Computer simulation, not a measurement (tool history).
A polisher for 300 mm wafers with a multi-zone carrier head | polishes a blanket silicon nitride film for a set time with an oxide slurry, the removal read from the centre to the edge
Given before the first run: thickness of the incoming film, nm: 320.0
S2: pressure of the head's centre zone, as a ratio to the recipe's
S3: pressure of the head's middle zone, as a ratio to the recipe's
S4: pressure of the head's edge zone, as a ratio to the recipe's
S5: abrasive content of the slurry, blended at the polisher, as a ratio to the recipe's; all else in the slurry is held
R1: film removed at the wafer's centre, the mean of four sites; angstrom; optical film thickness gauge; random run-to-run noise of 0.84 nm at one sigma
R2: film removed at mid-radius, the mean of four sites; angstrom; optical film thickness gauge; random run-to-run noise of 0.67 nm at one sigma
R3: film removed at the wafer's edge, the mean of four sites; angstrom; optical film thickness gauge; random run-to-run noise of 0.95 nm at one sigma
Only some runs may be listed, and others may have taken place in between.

Run 1, hour 0.0: flow of slurry (ml/min) 235, S2 1.00, S3 1.00, S4 1.00, S5 1.00, polishing time (s) 82. Result: R1 670.62 angstrom, R2 640.74 angstrom, R3 662.08 angstrom.
Run 2, hour 3.6: flow of slurry (ml/min) 235, S2 1.00, S3 1.00, S4 1.00, S5 0.85, polishing time (s) 82. Result: R1 636.91 angstrom, R2 608.77 angstrom, R3 633.71 angstrom.
Run 3, hour 4.5: flow of slurry (ml/min) 250, S2 1.01, S3 1.06, S4 1.02, S5 1.05, polishing time (s) 83. Result: R1 699.26 angstrom, R2 695.65 angstrom, R3 694.23 angstrom.
Run 4, hour 8.4: flow of slurry (ml/min) 225, S2 1.01, S3 1.06, S4 1.02, S5 1.05, polishing time (s) 83. Result: R1 691.74 angstrom, R2 687.97 angstrom, R3 678.69 angstrom.
Run 5, hour 12.8: flow of slurry (ml/min) 245, S2 1.01, S3 1.10, S4 1.02, S5 1.20, polishing time (s) 85. Result: R1 738.73 angstrom, R2 759.87 angstrom, R3 736.30 angstrom.
Run 6, hour 13.9: flow of slurry (ml/min) 255, S2 1.01, S3 1.13, S4 1.00, S5 1.30, polishing time (s) 88. Result: R1 787.52 angstrom, R2 832.30 angstrom, R3 770.65 angstrom.
Run 7, hour 16.1: flow of slurry (ml/min) 255, S2 1.01, S3 1.13, S4 1.00, S5 1.30, polishing time (s) 88. Result: R1 775.34 angstrom, R2 834.32 angstrom, R3 780.91 angstrom.
Run 8, hour 18.5: flow of slurry (ml/min) 265, S2 1.02, S3 1.15, S4 0.99, S5 1.35, polishing time (s) 90. Result: R1 824.96 angstrom, R2 869.89 angstrom, R3 818.16 angstrom.

Run 9 is up next; what results do you expect?
Run 9, hour 27.0: flow of slurry (ml/min) 265, S2 1.02, S3 1.15, S4 0.99, S5 1.35, polishing time (s) 90. Result: R1 ?, R2 ?, R3 ?.

Run 9 produced R1 827.10 angstrom, R2 872.12 angstrom, R3 784.62 angstrom.
